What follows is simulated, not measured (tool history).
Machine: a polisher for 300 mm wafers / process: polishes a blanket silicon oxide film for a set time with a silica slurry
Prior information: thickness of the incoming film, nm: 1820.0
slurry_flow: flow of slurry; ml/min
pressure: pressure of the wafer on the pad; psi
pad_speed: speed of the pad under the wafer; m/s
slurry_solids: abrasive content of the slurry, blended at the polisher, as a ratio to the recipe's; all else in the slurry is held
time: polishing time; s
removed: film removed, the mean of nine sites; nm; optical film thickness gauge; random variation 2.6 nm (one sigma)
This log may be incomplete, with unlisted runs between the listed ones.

Run 1, day 0: slurry_flow 240 ml/min, pressure 3.5 psi, pad_speed 0.96 m/s, slurry_solids 1, time 61 s. Result: removed 161.3 nm.
Run 2, day 0.212: slurry_flow 240 ml/min, pressure 3.7 psi, pad_speed 0.96 m/s, slurry_solids 1, time 61 s. Result: removed 170.76 nm.
Run 3, day 0.375: slurry_flow 240 ml/min, pressure 3.7 psi, pad_speed 0.96 m/s, slurry_solids 0.8, time 61 s. Result: removed 149.7 nm.
Run 4, day 0.417: slurry_flow 240 ml/min, pressure 3.7 psi, pad_speed 0.96 m/s, slurry_solids 0.8, time 61 s. Result: removed 148.7 nm.
Run 5, day 0.658: slurry_flow 240 ml/min, pressure 4 psi, pad_speed 0.96 m/s, slurry_solids 0.8, time 61 s. Result: removed 159.95 nm.
Run 6, day 0.833: slurry_flow 240 ml/min, pressure 4 psi, pad_speed 0.88 m/s, slurry_solids 0.8, time 61 s. Result: removed 148.11 nm.
Run 7, day 1.179: slurry_flow 240 ml/min, pressure 5 psi, pad_speed 0.9 m/s, slurry_solids 0.8, time 61 s. Result: removed 183.37 nm.

The next listed run, before its measurement:
Run 8, day 1.221: slurry_flow 240 ml/min, pressure 5.1 psi, pad_speed 0.9 m/s, slurry_solids 0.8, time 61 s. Result: removed ?.

Run 8 measured removed 188.13 nm.

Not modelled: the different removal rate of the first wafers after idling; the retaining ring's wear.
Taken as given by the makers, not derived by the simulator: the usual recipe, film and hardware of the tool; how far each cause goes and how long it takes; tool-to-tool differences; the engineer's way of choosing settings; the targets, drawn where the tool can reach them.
